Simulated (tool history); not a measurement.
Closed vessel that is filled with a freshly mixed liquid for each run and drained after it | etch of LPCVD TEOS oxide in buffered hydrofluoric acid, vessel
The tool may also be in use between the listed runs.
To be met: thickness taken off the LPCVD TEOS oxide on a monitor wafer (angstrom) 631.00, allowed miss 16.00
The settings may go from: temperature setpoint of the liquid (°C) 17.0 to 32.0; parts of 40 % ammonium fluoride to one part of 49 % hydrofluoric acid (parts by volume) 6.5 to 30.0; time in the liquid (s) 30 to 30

| run | hour | temperature setpoint of the liquid (°C) | parts of 40 % ammonium fluoride to one part of 49 % hydrofluoric acid (parts by volume) | time in the liquid (s) | thickness taken off the LPCVD TEOS oxide on a monitor wafer (angstrom) |
|---|---|---|---|---|---|
| 1 | 0.0 | 25.0 | 18.5 | 30 | 404.33 |
| 2 | 3.9 | 28.5 | 18.5 | 30 | 486.15 |
| 3 | 6.0 | 28.5 | 18.5 | 30 | 478.34 |
| 4 | 8.9 | 29.0 | 18.0 | 30 | 507.95 |
| 5 | 14.0 | 29.5 | 18.0 | 30 | 520.16 |
| 6 | 21.4 | 29.5 | 13.0 | 30 | 715.96 |
| 7 | 22.7 | 29.0 | 13.0 | 30 | 707.88 |
| 8 | 26.0 | 28.5 | 13.0 | 30 | 685.67 |
| 9 | 26.8 | 28.0 | 13.0 | 30 | 667.14 |
| 10 | 27.8 | 28.0 | 13.0 | 30 | 661.43 |
| 11 | 32.6 | 27.5 | 13.0 | 30 | 646.47 |

4 next moves are on the table. One of them brings every result within its allowed miss. Which?
| A | 37.4 | 28.5 | 14.0 | 30 | ? |
| B | 37.4 | 29.0 | 13.5 | 30 | ? |
| C | 37.4 | 25.0 | 11.0 | 30 | ? |
| D | 37.4 | 24.0 | 10.5 | 30 | ? |

| move | thickness taken off the LPCVD TEOS oxide on a monitor wafer (angstrom) |
|---|---|
| A | 632.25 |
| B | 672.75 |
| C | 663.39 |
| D | 657.42 |
A: meets every target
B: further off than the last run
C: further off than the last run
D: further off than the last run
Move A is the one to make.
